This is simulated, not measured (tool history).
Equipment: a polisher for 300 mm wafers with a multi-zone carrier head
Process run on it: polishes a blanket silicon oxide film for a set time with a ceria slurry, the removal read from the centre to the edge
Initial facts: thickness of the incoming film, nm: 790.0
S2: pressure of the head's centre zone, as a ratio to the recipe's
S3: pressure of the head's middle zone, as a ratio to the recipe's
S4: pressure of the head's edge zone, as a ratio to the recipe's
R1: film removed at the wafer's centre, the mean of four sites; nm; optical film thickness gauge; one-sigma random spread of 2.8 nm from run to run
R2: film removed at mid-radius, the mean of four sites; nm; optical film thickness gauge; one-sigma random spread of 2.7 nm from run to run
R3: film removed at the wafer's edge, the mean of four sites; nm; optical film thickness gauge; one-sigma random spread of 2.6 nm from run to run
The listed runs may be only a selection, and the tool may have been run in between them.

Run 1, hour 0: flow of slurry (ml/min) 240, S2 1, S3 1, S4 1, polishing time (s) 41. Result: R1 288.76 nm, R2 281.85 nm, R3 287.93 nm.
Run 2, hour 3.5: flow of slurry (ml/min) 190, S2 1, S3 1, S4 1, polishing time (s) 41. Result: R1 281.21 nm, R2 275.24 nm, R3 283.12 nm.
Run 3, hour 10.8: flow of slurry (ml/min) 200, S2 1.02, S3 1.01, S4 1.02, polishing time (s) 42. Result: R1 292.8 nm, R2 289.09 nm, R3 296.33 nm.
Run 4, hour 17.3: flow of slurry (ml/min) 200, S2 1.02, S3 0.93, S4 1.02, polishing time (s) 42. Result: R1 296.28 nm, R2 269.57 nm, R3 296.01 nm.
Run 5, hour 25.8: flow of slurry (ml/min) 210, S2 1.04, S3 0.95, S4 1.04, polishing time (s) 42. Result: R1 298.27 nm, R2 272.89 nm, R3 300.69 nm.
Run 6, hour 33.1: flow of slurry (ml/min) 210, S2 1.04, S3 0.98, S4 1.04, polishing time (s) 42. Result: R1 303.33 nm, R2 278.85 nm, R3 301.47 nm.
Run 7, hour 33.9: flow of slurry (ml/min) 220, S2 1.05, S3 1, S4 1.05, polishing time (s) 42. Result: R1 309.29 nm, R2 291.3 nm, R3 296.14 nm.
Run 8, hour 35.8: flow of slurry (ml/min) 220, S2 1.05, S3 1, S4 1.06, polishing time (s) 43. Result: R1 315.92 nm, R2 291.36 nm, R3 311.74 nm.
Run 9, hour 38.4: flow of slurry (ml/min) 230, S2 1.06, S3 1.02, S4 1.07, polishing time (s) 43. Result: R1 316.76 nm, R2 300.8 nm, R3 312.02 nm.

The next listed run, before its measurement:
Run 10, hour 47.4: flow of slurry (ml/min) 235, S2 1.07, S3 1.03, S4 1.08, polishing time (s) 43. Result: R1 ?, R2 ?, R3 ?.

Run 10 came out at R1 323.62 nm, R2 302.54 nm, R3 312.25 nm.

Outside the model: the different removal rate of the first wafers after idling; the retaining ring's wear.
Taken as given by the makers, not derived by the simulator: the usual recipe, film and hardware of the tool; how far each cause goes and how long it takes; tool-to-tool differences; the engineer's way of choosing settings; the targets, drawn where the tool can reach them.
